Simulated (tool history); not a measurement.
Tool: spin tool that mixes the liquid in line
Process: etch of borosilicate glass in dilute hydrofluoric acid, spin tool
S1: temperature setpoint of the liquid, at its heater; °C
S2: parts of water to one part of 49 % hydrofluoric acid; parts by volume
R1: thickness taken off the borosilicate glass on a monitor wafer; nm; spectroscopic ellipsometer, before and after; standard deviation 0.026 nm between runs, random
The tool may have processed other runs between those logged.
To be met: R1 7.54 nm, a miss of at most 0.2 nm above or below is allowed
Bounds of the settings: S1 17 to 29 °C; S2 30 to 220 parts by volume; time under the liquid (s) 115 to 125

{"run": 1, "hour": 0.0, "S1": 21, "S2": 125, "time under the liquid (s)": 115, "R1": 14.755}
{"run": 2, "hour": 1.5, "S1": 21, "S2": 125, "time under the liquid (s)": 115, "R1": 14.713}
{"run": 3, "hour": 7.7, "S1": 22, "S2": 125, "time under the liquid (s)": 115, "R1": 15.303}
{"run": 4, "hour": 12.4, "S1": 22, "S2": 110, "time under the liquid (s)": 115, "R1": 17.702}
{"run": 5, "hour": 19.0, "S1": 20, "S2": 110, "time under the liquid (s)": 115, "R1": 16.333}
{"run": 6, "hour": 20.5, "S1": 19.5, "S2": 115, "time under the liquid (s)": 115, "R1": 15.217}
{"run": 7, "hour": 26.2, "S1": 19, "S2": 120, "time under the liquid (s)": 115, "R1": 14.252}
{"run": 8, "hour": 28.4, "S1": 19, "S2": 125, "time under the liquid (s)": 115, "R1": 13.642}
{"run": 9, "hour": 33.5, "S1": 17, "S2": 175, "time under the liquid (s)": 115, "R1": 8.5471}
{"run": 10, "hour": 37.2, "S1": 17, "S2": 185, "time under the liquid (s)": 115, "R1": 8.0089}

Below are 5 possible settings for the next run. Only one of them brings all results inside the allowed miss of their targets. Which is it?
{"run": "A", "hour": 40.9, "S1": 17, "S2": 185, "time under the liquid (s)": 120, "R1": "?"}
{"run": "B", "hour": 40.9, "S1": 17.5, "S2": 205, "time under the liquid (s)": 120, "R1": "?"}
{"run": "C", "hour": 40.9, "S1": 20, "S2": 210, "time under the liquid (s)": 125, "R1": "?"}
{"run": "D", "hour": 40.9, "S1": 17.5, "S2": 190, "time under the liquid (s)": 125, "R1": "?"}
{"run": "E", "hour": 40.9, "S1": 17, "S2": 180, "time under the liquid (s)": 115, "R1": "?"}

move=A R1=8.3087
move=B R1=7.5165
move=C R1=8.4016
move=D R1=8.562
move=E R1=8.2206
A: the biggest miss grows against the last run
B: all results in spec
C: the biggest miss grows against the last run
D: the biggest miss grows against the last run
E: the biggest miss grows against the last run
B meets every target.
